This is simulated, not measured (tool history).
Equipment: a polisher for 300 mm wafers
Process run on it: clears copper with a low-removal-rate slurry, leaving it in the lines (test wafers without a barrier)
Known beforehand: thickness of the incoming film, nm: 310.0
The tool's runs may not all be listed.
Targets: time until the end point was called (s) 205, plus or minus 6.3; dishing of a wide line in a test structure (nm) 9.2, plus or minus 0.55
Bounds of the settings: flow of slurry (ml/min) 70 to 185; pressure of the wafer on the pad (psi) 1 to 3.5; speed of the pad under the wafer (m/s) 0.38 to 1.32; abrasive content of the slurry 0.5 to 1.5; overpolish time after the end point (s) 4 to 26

run	day	flow of slurry (ml/min)	pressure of the wafer on the pad (psi)	speed of the pad under the wafer (m/s)	abrasive content of the slurry	overpolish time after the end point (s)	time until the end point was called (s)	dishing of a wide line in a test structure (nm)
1	0	120	2.2	0.84	1	13	155.49	19.1
2	0.029	120	1.9	0.84	1	13	177.07	16.853
3	0.325	120	1.8	0.84	1	11	184.31	14.191
4	0.662	120	1.8	0.74	1	11	211.24	12.407
5	0.771	120	1.6	0.74	1	11	228.47	11.119
6	1.042	120	1.6	0.74	1	13	235.41	12.893
7	1.229	130	1.6	0.74	1	11	223.9	11.349
8	1.271	140	1.6	0.74	1	10	222.12	10.927
9	1.296	145	1.6	0.74	1	9	224.87	9.9104

5 candidate next runs follow, results not yet known. Just one meets every target within its allowed miss. Identify it.
A	1.321	135	1.7	0.76	1.1	8	?	?
B	1.321	140	1.4	0.72	1	12	?	?
C	1.321	115	1.3	0.88	1.15	9	?	?
D	1.321	160	1.3	0.78	1.35	9	?	?
E	1.321	165	1.5	0.82	0.9	10	?	?

move	time until the end point was called (s)	dishing of a wide line in a test structure (nm)
A	201.92	9.1458
B	252.53	10.82
C	224.18	9.2094
D	228.15	9.0573
E	208.52	10.933
A: all results land within tolerance of their targets
B: misses by more than the last run did
C: about the same distance from the targets as the last run
D: misses by more than the last run did
E: brings the last run's worst result on target, with another outside its allowed miss
Move A is the one to make.
